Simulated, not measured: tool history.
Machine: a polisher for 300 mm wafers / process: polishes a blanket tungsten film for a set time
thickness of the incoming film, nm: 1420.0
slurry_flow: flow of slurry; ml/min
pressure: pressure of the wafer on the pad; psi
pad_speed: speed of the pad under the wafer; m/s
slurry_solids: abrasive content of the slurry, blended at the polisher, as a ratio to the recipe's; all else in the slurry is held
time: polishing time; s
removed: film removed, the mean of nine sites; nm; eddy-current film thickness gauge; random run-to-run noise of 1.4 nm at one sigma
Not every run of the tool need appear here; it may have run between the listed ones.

Run 1, day 0: slurry_flow 210 ml/min, pressure 3.1 psi, pad_speed 1.02 m/s, slurry_solids 1, time 65 s. Result: removed 263.98 nm.
Run 2, day 0.304: slurry_flow 200 ml/min, pressure 2.9 psi, pad_speed 1.02 m/s, slurry_solids 1, time 65 s. Result: removed 243.84 nm.
Run 3, day 0.638: slurry_flow 200 ml/min, pressure 2.9 psi, pad_speed 1.02 m/s, slurry_solids 1.2, time 65 s. Result: removed 252.08 nm.
Run 4, day 0.962: slurry_flow 190 ml/min, pressure 2.8 psi, pad_speed 1.02 m/s, slurry_solids 1.2, time 65 s. Result: removed 243.35 nm.
Run 5, day 1.262: slurry_flow 190 ml/min, pressure 2.8 psi, pad_speed 1.12 m/s, slurry_solids 1.2, time 65 s. Result: removed 268.47 nm.
Run 6, day 1.417: slurry_flow 180 ml/min, pressure 2.6 psi, pad_speed 1.12 m/s, slurry_solids 1.2, time 65 s. Result: removed 245.1 nm.
Run 7, day 1.671: slurry_flow 180 ml/min, pressure 2.6 psi, pad_speed 1.12 m/s, slurry_solids 1.2, time 65 s. Result: removed 246.51 nm.

Run 8 comes next. What will it give?
Run 8, day 1.829: slurry_flow 170 ml/min, pressure 2.5 psi, pad_speed 1.12 m/s, slurry_solids 1.2, time 65 s. Result: removed ?.

removed: 237.16 nm

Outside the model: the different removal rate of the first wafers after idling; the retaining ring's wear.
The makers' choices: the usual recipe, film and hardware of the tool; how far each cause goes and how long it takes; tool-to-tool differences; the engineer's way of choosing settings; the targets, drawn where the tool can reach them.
